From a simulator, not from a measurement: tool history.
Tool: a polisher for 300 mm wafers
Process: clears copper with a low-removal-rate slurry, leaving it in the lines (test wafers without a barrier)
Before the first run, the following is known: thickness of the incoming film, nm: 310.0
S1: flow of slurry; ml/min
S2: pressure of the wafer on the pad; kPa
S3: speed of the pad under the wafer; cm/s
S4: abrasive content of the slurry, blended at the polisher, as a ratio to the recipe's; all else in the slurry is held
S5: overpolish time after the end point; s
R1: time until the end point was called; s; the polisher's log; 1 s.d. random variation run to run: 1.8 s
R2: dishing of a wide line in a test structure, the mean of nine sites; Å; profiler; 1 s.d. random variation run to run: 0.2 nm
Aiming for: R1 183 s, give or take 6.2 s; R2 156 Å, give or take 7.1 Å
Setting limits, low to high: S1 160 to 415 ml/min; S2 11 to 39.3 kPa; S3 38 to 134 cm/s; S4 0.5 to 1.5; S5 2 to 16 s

run	day	S1	S2	S3	S4	S5	R1	R2
1	0	265	24.8	86	1	8	109.64	183.29
2	0.104	265	24.8	96	1	8	99.551	207.32
3	0.275	265	24.8	96	1	11	100.85	274.45
4	0.358	265	22.8	96	1	11	108.36	249.02
5	0.671	265	17.9	96	1	11	138.3	203.37
6	0.975	265	17.9	96	1	13	141.04	236.18
7	1.246	265	17.2	96	1	13	141.61	226
8	1.312	265	16.5	96	1	13	148.16	219.39
9	1.488	265	15.9	96	1	13	154.71	212.51
10	1.579	265	15.2	96	1	13	160.05	203.07
11	1.704	265	14.5	96	1	13	167.61	195.39
12	2.021	265	13.1	96	1	12	182.73	167.11

4 candidate next runs follow, results not yet known. Just one meets every target within its allowed miss. Identify it.
A	2.338	235	14.5	100	1.05	11	?	?
B	2.338	205	15.2	88	1.25	12	?	?
C	2.338	275	15.2	84	0.95	11	?	?
D	2.338	265	17.2	80	0.95	11	?	?

move	R1	R2
A	160.77	170.45
B	169.08	176.53
C	177.3	155.98
D	163.87	168.37
A: further off than the last run
B: further off than the last run
C: each result inside its tolerance
D: further off than the last run
Move C is the one to make.

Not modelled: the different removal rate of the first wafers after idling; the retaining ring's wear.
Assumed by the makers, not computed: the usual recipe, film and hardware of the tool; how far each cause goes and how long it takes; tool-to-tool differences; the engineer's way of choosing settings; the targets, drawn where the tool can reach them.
